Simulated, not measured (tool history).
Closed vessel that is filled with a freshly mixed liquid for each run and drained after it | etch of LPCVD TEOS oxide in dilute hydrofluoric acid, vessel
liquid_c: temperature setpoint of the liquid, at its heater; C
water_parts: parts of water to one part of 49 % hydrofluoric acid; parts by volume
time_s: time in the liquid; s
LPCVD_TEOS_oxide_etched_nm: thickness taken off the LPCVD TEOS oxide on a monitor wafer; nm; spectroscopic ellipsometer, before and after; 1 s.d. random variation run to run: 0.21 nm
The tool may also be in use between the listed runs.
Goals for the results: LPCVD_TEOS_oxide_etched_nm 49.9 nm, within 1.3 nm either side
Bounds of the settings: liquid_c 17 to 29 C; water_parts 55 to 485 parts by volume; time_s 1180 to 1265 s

run 1 hour=0 | liquid_c=21 water_parts=270 time_s=1180 | LPCVD_TEOS_oxide_etched_nm=60.234
run 2 hour=4.5 | liquid_c=23 water_parts=270 time_s=1180 | LPCVD_TEOS_oxide_etched_nm=64.845
run 3 hour=6.7 | liquid_c=21 water_parts=270 time_s=1180 | LPCVD_TEOS_oxide_etched_nm=60.182
run 4 hour=11.9 | liquid_c=20 water_parts=275 time_s=1180 | LPCVD_TEOS_oxide_etched_nm=56.148
run 5 hour=13.6 | liquid_c=20 water_parts=275 time_s=1180 | LPCVD_TEOS_oxide_etched_nm=56.111
run 6 hour=21.9 | liquid_c=20 water_parts=365 time_s=1180 | LPCVD_TEOS_oxide_etched_nm=39.194
-- hour=27.2 hydrofluoric acid flow meter replaced
run 7 hour=27.2 | liquid_c=22 water_parts=365 time_s=1180 | LPCVD_TEOS_oxide_etched_nm=46.743
run 8 hour=34.7 | liquid_c=22.5 water_parts=365 time_s=1180 | LPCVD_TEOS_oxide_etched_nm=47.03
run 9 hour=44.1 | liquid_c=23 water_parts=365 time_s=1180 | LPCVD_TEOS_oxide_etched_nm=48.024

4 next moves are on the table. One of them brings every result within its allowed miss. Which?
run A hour=53.5 | liquid_c=21 water_parts=335 time_s=1180 | LPCVD_TEOS_oxide_etched_nm=?
run B hour=53.5 | liquid_c=22 water_parts=365 time_s=1185 | LPCVD_TEOS_oxide_etched_nm=?
run C hour=53.5 | liquid_c=17 water_parts=320 time_s=1215 | LPCVD_TEOS_oxide_etched_nm=?
run D hour=53.5 | liquid_c=24.5 water_parts=395 time_s=1215 | LPCVD_TEOS_oxide_etched_nm=?

move=A LPCVD_TEOS_oxide_etched_nm=50.534
move=B LPCVD_TEOS_oxide_etched_nm=46.967
move=C LPCVD_TEOS_oxide_etched_nm=47.69
move=D LPCVD_TEOS_oxide_etched_nm=47.107
A: each result inside its tolerance
B: the biggest miss grows against the last run
C: the biggest miss grows against the last run
D: the biggest miss grows against the last run
So the answer is move A, the one that meets all the targets.
